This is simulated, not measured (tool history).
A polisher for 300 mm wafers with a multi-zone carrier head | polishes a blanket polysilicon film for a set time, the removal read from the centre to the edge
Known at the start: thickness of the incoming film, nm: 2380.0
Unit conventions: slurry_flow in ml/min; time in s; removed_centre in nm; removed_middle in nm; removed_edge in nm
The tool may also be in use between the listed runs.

run 1 hour=0.0 | slurry_flow=215 centre_zone=1.00 middle_zone=1.00 edge_zone=1.00 time=46 | removed_centre=386.15 removed_middle=387.97 removed_edge=386.13
run 2 hour=2.9 | slurry_flow=265 centre_zone=1.00 middle_zone=1.00 edge_zone=1.00 time=46 | removed_centre=399.70 removed_middle=388.81 removed_edge=390.48
run 3 hour=7.2 | slurry_flow=270 centre_zone=1.01 middle_zone=0.96 edge_zone=1.00 time=43 | removed_centre=381.65 removed_middle=349.96 removed_edge=359.73
run 4 hour=14.4 | slurry_flow=300 centre_zone=1.01 middle_zone=0.96 edge_zone=1.00 time=43 | removed_centre=380.45 removed_middle=350.68 removed_edge=367.44
run 5 hour=16.4 | slurry_flow=300 centre_zone=1.01 middle_zone=0.93 edge_zone=1.00 time=41 | removed_centre=353.59 removed_middle=327.10 removed_edge=356.54
run 6 hour=21.5 | slurry_flow=300 centre_zone=1.03 middle_zone=0.91 edge_zone=0.99 time=39 | removed_centre=350.49 removed_middle=310.33 removed_edge=330.57

Run 7 is up next; what results do you expect?
run 7 hour=25.2 | slurry_flow=305 centre_zone=1.04 middle_zone=0.89 edge_zone=1.00 time=37 | removed_centre=? removed_middle=? removed_edge=?

{"run 7": {"removed_centre": 332.52, "removed_middle": 289.46, "removed_edge": 322.26}}
